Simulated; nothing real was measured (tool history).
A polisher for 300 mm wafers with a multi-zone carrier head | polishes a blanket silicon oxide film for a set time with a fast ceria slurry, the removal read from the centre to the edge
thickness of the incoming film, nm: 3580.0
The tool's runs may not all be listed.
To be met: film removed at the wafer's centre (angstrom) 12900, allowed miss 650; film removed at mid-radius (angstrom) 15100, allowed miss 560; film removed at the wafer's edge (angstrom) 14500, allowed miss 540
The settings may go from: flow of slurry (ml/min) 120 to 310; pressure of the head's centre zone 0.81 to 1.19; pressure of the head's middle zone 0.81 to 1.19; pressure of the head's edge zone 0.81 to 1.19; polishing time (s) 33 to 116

| run | hour | flow of slurry (ml/min) | pressure of the head's centre zone | pressure of the head's middle zone | pressure of the head's edge zone | polishing time (s) | film removed at the wafer's centre (angstrom) | film removed at mid-radius (angstrom) | film removed at the wafer's edge (angstrom) |
|---|---|---|---|---|---|---|---|---|---|
| 1 | 0.0 | 200 | 1.00 | 1.00 | 1.00 | 74 | 11311 | 12190 | 11792 |
| 2 | 1.8 | 230 | 1.00 | 1.00 | 1.00 | 74 | 12229 | 12574 | 11939 |
| 3 | 7.4 | 280 | 1.00 | 1.00 | 1.00 | 74 | 12150 | 12719 | 12267 |
| 4 | 15.7 | 280 | 1.00 | 1.01 | 1.01 | 75 | 12152 | 13084 | 12412 |
| 5 | 16.6 | 280 | 1.00 | 1.01 | 1.02 | 76 | 12485 | 13148 | 12697 |
| 6 | 25.2 | 280 | 1.00 | 1.02 | 1.03 | 77 | 12744 | 13385 | 13057 |
| 7 | 31.5 | 280 | 0.99 | 1.03 | 1.04 | 77 | 12385 | 13524 | 12894 |
| 8 | 32.5 | 280 | 0.99 | 1.03 | 1.05 | 78 | 12579 | 13602 | 13320 |
| 9 | 40.1 | 280 | 0.99 | 1.04 | 1.05 | 78 | 12634 | 13629 | 13180 |

Which of these 5 next moves meets every target?
| A | 47.7 | 285 | 0.94 | 1.07 | 1.08 | 84 | ? | ? | ? |
| B | 47.7 | 280 | 1.00 | 0.81 | 1.19 | 84 | ? | ? | ? |
| C | 47.7 | 270 | 1.07 | 1.14 | 0.96 | 75 | ? | ? | ? |
| D | 47.7 | 285 | 1.05 | 1.04 | 1.05 | 85 | ? | ? | ? |
| E | 47.7 | 280 | 1.00 | 1.05 | 1.05 | 85 | ? | ? | ? |

| move | film removed at the wafer's centre (angstrom) | film removed at mid-radius (angstrom) | film removed at the wafer's edge (angstrom) |
|---|---|---|---|
| A | 12951 | 15193 | 14471 |
| B | 13732 | 12017 | 15242 |
| C | 13101 | 14235 | 12136 |
| D | 14648 | 14998 | 14445 |
| E | 13919 | 15097 | 14423 |
A: meets every target
B: further off than the last run
C: further off than the last run
D: brings the result that was furthest off to its target, and leaves another outside
E: brings the result that was furthest off to its target, and leaves another outside
The right move is A.
